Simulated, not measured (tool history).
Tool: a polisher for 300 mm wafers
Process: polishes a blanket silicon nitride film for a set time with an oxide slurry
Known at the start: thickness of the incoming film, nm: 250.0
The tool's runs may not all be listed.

run	hour	flow of slurry (ml/min)	pressure of the wafer on the pad (kPa)	speed of the pad under the wafer (cm/s)	abrasive content of the slurry	polishing time (s)	film removed (Å)
1	0	235	33.1	112	1	46	436.34
2	7.7	235	35.2	112	1	46	471.7
3	12.6	235	36.5	112	1	46	484.55
4	20.1	235	37.9	112	1	46	504.55
5	22.3	235	37.9	90	1	46	431
6	29.9	235	40	90	1	46	460.11
7	32.4	235	41.4	90	1	46	467.98

Run 8 comes next. What will it give?
8	34.8	235	42.7	90	1	46	?

Run 8 gave film removed (Å) 489.61.

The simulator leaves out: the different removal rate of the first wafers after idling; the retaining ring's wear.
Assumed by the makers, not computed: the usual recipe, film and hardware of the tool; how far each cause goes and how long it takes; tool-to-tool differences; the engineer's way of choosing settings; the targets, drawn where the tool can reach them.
